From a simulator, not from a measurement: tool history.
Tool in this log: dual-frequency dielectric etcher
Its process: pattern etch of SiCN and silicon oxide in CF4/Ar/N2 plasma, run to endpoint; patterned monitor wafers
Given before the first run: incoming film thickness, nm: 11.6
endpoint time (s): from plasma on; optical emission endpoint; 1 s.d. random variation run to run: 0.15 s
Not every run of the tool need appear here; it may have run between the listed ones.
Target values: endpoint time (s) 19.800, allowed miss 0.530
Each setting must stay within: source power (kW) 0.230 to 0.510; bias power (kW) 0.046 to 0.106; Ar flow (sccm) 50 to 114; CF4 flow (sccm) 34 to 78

{"run": 1, "hour": 0.0, "source power (kW)": 0.37, "bias power (kW)": 0.076, "Ar flow (sccm)": 82, "CF4 flow (sccm)": 56, "endpoint time (s)": 15.93}
{"run": 2, "hour": 2.0, "source power (kW)": 0.37, "bias power (kW)": 0.076, "Ar flow (sccm)": 69, "CF4 flow (sccm)": 56, "endpoint time (s)": 15.769}
{"run": 3, "hour": 6.3, "source power (kW)": 0.37, "bias power (kW)": 0.076, "Ar flow (sccm)": 69, "CF4 flow (sccm)": 51, "endpoint time (s)": 16.086}
{"run": 4, "hour": 9.0, "source power (kW)": 0.37, "bias power (kW)": 0.076, "Ar flow (sccm)": 79, "CF4 flow (sccm)": 51, "endpoint time (s)": 16.337}
{"run": 5, "hour": 15.0, "source power (kW)": 0.37, "bias power (kW)": 0.076, "Ar flow (sccm)": 88, "CF4 flow (sccm)": 51, "endpoint time (s)": 16.44}
{"run": 6, "hour": 22.7, "source power (kW)": 0.36, "bias power (kW)": 0.076, "Ar flow (sccm)": 88, "CF4 flow (sccm)": 51, "endpoint time (s)": 16.654}
{"run": 7, "hour": 24.8, "source power (kW)": 0.34, "bias power (kW)": 0.075, "Ar flow (sccm)": 88, "CF4 flow (sccm)": 51, "endpoint time (s)": 18.397}
{"run": 8, "hour": 29.9, "source power (kW)": 0.33, "bias power (kW)": 0.075, "Ar flow (sccm)": 88, "CF4 flow (sccm)": 51, "endpoint time (s)": 18.733}
{"run": 9, "hour": 38.5, "source power (kW)": 0.3, "bias power (kW)": 0.074, "Ar flow (sccm)": 88, "CF4 flow (sccm)": 51, "endpoint time (s)": 21.111}

Consider the 4 candidate settings below. Which is the only one whose results all fall within their allowed miss of target?
{"run": "A", "hour": 47.1, "source power (kW)": 0.32, "bias power (kW)": 0.07, "Ar flow (sccm)": 82, "CF4 flow (sccm)": 51, "endpoint time (s)": "?"}
{"run": "B", "hour": 47.1, "source power (kW)": 0.33, "bias power (kW)": 0.075, "Ar flow (sccm)": 89, "CF4 flow (sccm)": 50, "endpoint time (s)": "?"}
{"run": "C", "hour": 47.1, "source power (kW)": 0.33, "bias power (kW)": 0.074, "Ar flow (sccm)": 89, "CF4 flow (sccm)": 51, "endpoint time (s)": "?"}
{"run": "D", "hour": 47.1, "source power (kW)": 0.34, "bias power (kW)": 0.07, "Ar flow (sccm)": 78, "CF4 flow (sccm)": 46, "endpoint time (s)": "?"}

move=A endpoint_time_(s)=19.993
move=B endpoint_time_(s)=19.078
move=C endpoint_time_(s)=19.100
move=D endpoint_time_(s)=18.954
A: every result within its allowed miss
B: the result that was furthest off in the last run now lies on the other side of its target
C: the result that was furthest off in the last run now lies on the other side of its target
D: the result that was furthest off in the last run now lies on the other side of its target
Correct choice: A, which meets every target
